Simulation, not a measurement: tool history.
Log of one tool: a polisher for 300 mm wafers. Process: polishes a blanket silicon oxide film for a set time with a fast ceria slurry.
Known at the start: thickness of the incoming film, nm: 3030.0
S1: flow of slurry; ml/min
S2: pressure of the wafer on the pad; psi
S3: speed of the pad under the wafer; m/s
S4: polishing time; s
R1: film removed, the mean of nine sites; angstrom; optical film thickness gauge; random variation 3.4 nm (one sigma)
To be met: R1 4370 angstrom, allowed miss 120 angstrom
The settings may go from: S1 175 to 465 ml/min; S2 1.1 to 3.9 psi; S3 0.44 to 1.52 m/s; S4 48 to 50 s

| run | day | S1 | S2 | S3 | S4 | R1 |
|---|---|---|---|---|---|---|
| 1 | 0 | 295 | 2.5 | 0.98 | 48 | 6841.7 |
| 2 | 0.133 | 295 | 2.2 | 0.98 | 48 | 6061.7 |
| 3 | 0.158 | 295 | 2 | 0.98 | 48 | 5454.9 |
| 4 | 0.35 | 295 | 1.9 | 0.98 | 48 | 5270.3 |
| 5 | 0.621 | 295 | 1.9 | 1.1 | 48 | 5907.7 |
| 6 | 0.821 | 295 | 1.9 | 1.28 | 48 | 6831.7 |
| 7 | 0.896 | 290 | 1.7 | 1.24 | 48 | 5976.9 |
| 8 | 1.017 | 280 | 1.5 | 1.24 | 48 | 5214.7 |
| 9 | 1.225 | 255 | 1.5 | 1.24 | 48 | 5257.1 |
| 10 | 1.504 | 255 | 1.1 | 1.2 | 48 | 3811.7 |
| 11 | 1.679 | 285 | 1.1 | 1.2 | 48 | 3786.7 |
| 12 | 1.804 | 285 | 1.2 | 1.2 | 48 | 4161.6 |
| 13 | 1.992 | 290 | 1.2 | 1.2 | 48 | 4178.8 |
| 14 | 2.092 | 295 | 1.2 | 1.2 | 48 | 4113.8 |

Which of these 4 next moves meets every target?
| A | 2.192 | 275 | 1.2 | 1.2 | 48 | ? |
| B | 2.192 | 280 | 1.1 | 1.4 | 48 | ? |
| C | 2.192 | 305 | 1.2 | 1.34 | 49 | ? |
| D | 2.192 | 355 | 1.3 | 0.96 | 50 | ? |

| move | R1 |
|---|---|
| A | 4127.2 |
| B | 4428.1 |
| C | 4726.2 |
| D | 3795.4 |
A: nearer than the last run, and not there yet
B: meets every target
C: takes the result that was furthest off past its target
D: further off than the last run
The right move is B.

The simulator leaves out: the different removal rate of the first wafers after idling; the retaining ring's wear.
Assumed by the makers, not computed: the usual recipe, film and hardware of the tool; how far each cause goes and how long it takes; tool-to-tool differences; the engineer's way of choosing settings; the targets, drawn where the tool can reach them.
